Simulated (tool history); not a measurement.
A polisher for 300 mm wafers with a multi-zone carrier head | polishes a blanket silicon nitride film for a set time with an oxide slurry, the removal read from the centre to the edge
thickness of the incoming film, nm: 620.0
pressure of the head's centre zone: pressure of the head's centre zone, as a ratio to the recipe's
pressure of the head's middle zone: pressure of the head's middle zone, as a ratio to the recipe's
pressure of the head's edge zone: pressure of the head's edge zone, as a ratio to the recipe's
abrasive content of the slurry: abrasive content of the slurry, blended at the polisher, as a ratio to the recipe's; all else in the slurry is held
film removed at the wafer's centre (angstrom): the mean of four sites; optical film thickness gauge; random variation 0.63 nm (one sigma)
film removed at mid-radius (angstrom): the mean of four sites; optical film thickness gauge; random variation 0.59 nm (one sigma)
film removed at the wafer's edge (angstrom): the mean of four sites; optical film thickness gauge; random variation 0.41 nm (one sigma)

| run | day | flow of slurry (ml/min) | pressure of the head's centre zone | pressure of the head's middle zone | pressure of the head's edge zone | abrasive content of the slurry | polishing time (s) | film removed at the wafer's centre (angstrom) | film removed at mid-radius (angstrom) | film removed at the wafer's edge (angstrom) |
|---|---|---|---|---|---|---|---|---|---|---|
| 1 | 0.000 | 175 | 1.00 | 1.00 | 1.00 | 1.00 | 78 | 431.47 | 423.30 | 407.29 |
| 2 | 0.033 | 180 | 1.02 | 1.00 | 1.02 | 1.05 | 78 | 463.83 | 446.23 | 425.78 |
| 3 | 0.296 | 185 | 1.03 | 0.99 | 1.04 | 1.10 | 78 | 467.53 | 441.67 | 438.84 |
| 4 | 0.362 | 185 | 1.03 | 1.05 | 1.04 | 1.10 | 78 | 477.08 | 480.02 | 442.11 |
| 5 | 0.458 | 185 | 1.08 | 1.05 | 1.04 | 1.10 | 78 | 493.19 | 467.95 | 444.52 |
| 6 | 0.796 | 185 | 1.15 | 1.05 | 1.04 | 1.10 | 78 | 531.33 | 475.89 | 442.75 |

Run 7 comes next. What will it give?
| 7 | 0.950 | 190 | 1.16 | 1.05 | 1.06 | 1.15 | 78 | ? | ? | ? |

film removed at the wafer's centre (angstrom): 548.42
film removed at mid-radius (angstrom): 484.20
film removed at the wafer's edge (angstrom): 460.23
